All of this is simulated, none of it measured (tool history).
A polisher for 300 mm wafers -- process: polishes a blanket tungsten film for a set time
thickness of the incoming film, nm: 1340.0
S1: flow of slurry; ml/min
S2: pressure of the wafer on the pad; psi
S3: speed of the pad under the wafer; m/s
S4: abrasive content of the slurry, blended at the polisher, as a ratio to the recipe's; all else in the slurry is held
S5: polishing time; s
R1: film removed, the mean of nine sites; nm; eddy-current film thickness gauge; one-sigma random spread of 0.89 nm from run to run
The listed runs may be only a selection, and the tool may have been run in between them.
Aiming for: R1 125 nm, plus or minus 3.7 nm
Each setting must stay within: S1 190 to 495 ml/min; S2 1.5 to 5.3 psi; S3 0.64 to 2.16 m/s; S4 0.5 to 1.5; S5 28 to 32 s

run,hour,S1,S2,S3,S4,S5,R1
1,0,320,3.4,1.4,1,32,221.55
2,5.2,320,3.8,1.4,1,32,246.27
3,6.6,375,3.8,1.4,1,32,249.01
4,13.6,375,3.8,1.4,1.05,32,249.05
5,17.9,375,3.5,1.38,1.05,32,231.59
6,22.2,375,3.3,1.36,1.05,32,216.88
7,25,375,3.1,1.34,1.05,32,201.59
8,25.6,375,2.9,1.32,1.05,32,186.47

Which one of the following 5 next-run settings gets every result inside its allowed miss? There is exactly one.
A,26.2,305,2.3,1.06,0.85,32,?
B,26.2,275,2.9,1.24,0.8,28,?
C,26.2,450,1.7,1.66,1.1,32,?
D,26.2,495,2,1.92,0.75,28,?
E,26.2,360,2.1,1.32,0.9,28,?

move,R1
A,123.37
B,143.86
C,133.2
D,140.84
E,115.94
A: hits every target within its allowed miss
B: better than the last run, though not everything is in spec
C: better than the last run, though not everything is in spec
D: better than the last run, though not everything is in spec
E: the result that was furthest off in the last run now lies on the other side of its target
Move A is the one to make.
